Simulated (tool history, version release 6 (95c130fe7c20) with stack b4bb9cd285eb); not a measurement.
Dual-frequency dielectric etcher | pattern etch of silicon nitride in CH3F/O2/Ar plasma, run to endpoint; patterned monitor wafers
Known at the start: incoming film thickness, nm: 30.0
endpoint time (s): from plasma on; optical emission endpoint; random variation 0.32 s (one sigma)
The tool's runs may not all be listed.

run	hour	source power (kW)	bias power (kW)	endpoint time (s)
1	0	0.42	0.092	42.211
2	6.3	0.45	0.096	40.208
3	14.7	0.45	0.089	41.427
4	20.8	0.45	0.102	38.879
5	28.8	0.39	0.102	42.061
6	30	0.39	0.115	39.201
7	33	0.4	0.116	38.27

Forecast run 8:
8	37	0.41	0.117	?

endpoint time (s): 37.969
